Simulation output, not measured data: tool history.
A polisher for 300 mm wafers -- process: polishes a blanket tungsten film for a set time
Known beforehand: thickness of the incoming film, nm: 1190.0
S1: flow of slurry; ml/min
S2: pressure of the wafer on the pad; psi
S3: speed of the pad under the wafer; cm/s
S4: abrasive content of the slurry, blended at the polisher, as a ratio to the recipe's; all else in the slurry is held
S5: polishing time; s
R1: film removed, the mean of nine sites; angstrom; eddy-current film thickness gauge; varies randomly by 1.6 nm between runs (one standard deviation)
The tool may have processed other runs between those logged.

| run | hour | S1 | S2 | S3 | S4 | S5 | R1 |
|---|---|---|---|---|---|---|---|
| 1 | 0 | 260 | 2.3 | 120 | 1 | 108 | 4102 |
| 2 | 8 | 280 | 2.3 | 120 | 1 | 108 | 4153 |
| 3 | 15.6 | 310 | 2.3 | 120 | 1 | 108 | 4130.4 |
| 4 | 20.2 | 310 | 2 | 108 | 1 | 108 | 3328.7 |
| 5 | 28.9 | 310 | 1.8 | 98 | 1 | 108 | 2664.9 |
| 6 | 33.2 | 265 | 1.8 | 98 | 1 | 108 | 2650.4 |
| 7 | 39.6 | 265 | 1.6 | 94 | 1 | 108 | 2279.8 |
| 8 | 46.7 | 265 | 1.5 | 90 | 1 | 108 | 2044.8 |

The next listed run, before its measurement:
| 9 | 51.9 | 265 | 1 | 78 | 1 | 108 | ? |

{"run 9": {"R1": 1206.6}}

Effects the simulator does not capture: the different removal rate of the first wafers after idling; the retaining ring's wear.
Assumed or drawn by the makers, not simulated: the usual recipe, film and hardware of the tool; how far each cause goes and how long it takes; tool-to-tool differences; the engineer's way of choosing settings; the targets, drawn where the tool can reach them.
